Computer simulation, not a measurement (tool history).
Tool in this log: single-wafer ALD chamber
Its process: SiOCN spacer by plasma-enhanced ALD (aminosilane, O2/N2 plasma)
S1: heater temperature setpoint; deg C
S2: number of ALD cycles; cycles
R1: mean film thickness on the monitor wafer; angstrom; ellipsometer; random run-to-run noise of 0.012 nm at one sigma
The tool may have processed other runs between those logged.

Run 1, hour 0: S1 385 deg C, S2 107 cycles. Result: R1 67.459 angstrom.
Run 2, hour 1.5: S1 385 deg C, S2 104 cycles. Result: R1 65.302 angstrom.
Run 3, hour 6.8: S1 395 deg C, S2 104 cycles. Result: R1 65.454 angstrom.
Run 4, hour 11.3: S1 401 deg C, S2 104 cycles. Result: R1 64.77 angstrom.
Run 5, hour 12.2: S1 401 deg C, S2 102 cycles. Result: R1 63.397 angstrom.
Run 6, hour 20: S1 409 deg C, S2 102 cycles. Result: R1 62.593 angstrom.
Run 7, hour 24: S1 409 deg C, S2 101 cycles. Result: R1 61.773 angstrom.

Run 8 is up next; what results do you expect?
Run 8, hour 28.1: S1 409 deg C, S2 100 cycles. Result: R1 ?.

{"run 8": {"R1": 61.11}}
